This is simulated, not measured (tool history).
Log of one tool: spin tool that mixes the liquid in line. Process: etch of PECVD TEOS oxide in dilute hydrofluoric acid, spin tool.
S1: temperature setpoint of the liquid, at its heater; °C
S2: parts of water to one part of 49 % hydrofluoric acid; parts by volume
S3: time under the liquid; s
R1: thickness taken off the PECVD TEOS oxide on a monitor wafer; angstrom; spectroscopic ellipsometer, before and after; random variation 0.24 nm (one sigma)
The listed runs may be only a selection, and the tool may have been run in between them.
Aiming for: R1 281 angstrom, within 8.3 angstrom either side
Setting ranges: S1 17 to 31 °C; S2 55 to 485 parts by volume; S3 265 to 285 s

run 1 hour=0 | S1=23 S2=270 S3=265 | R1=98.926
run 2 hour=1.6 | S1=23 S2=270 S3=285 | R1=106.37
run 3 hour=6.7 | S1=25 S2=270 S3=285 | R1=113.39
run 4 hour=11.3 | S1=25.5 S2=245 S3=285 | R1=133.08
run 5 hour=16.8 | S1=25.5 S2=165 S3=285 | R1=214.72
run 6 hour=21.6 | S1=26 S2=160 S3=285 | R1=227.38
run 7 hour=30.2 | S1=26.5 S2=160 S3=285 | R1=229
run 8 hour=32 | S1=26.5 S2=160 S3=285 | R1=229.57
run 9 hour=35.1 | S1=27 S2=160 S3=285 | R1=231.58
run 10 hour=39.8 | S1=27.5 S2=160 S3=285 | R1=240.09
run 11 hour=40.6 | S1=28 S2=160 S3=285 | R1=242.65
run 12 hour=43.3 | S1=28.5 S2=160 S3=285 | R1=249.92
run 13 hour=48 | S1=29 S2=160 S3=285 | R1=252.79
run 14 hour=53.5 | S1=29.5 S2=160 S3=285 | R1=258.42

Which of these 4 next moves meets every target?
run A hour=59 | S1=29.5 S2=155 S3=285 | R1=?
run B hour=59 | S1=30 S2=140 S3=285 | R1=?
run C hour=59 | S1=27.5 S2=130 S3=285 | R1=?
run D hour=59 | S1=30 S2=145 S3=270 | R1=?

move=A R1=266.85
move=B R1=306.78
move=C R1=305.25
move=D R1=278.76
A: nearer the targets than the last run, but a result is still out of spec
B: takes the biggest miss from the last run beyond its target
C: takes the biggest miss from the last run beyond its target
D: meets every target
D meets every target.
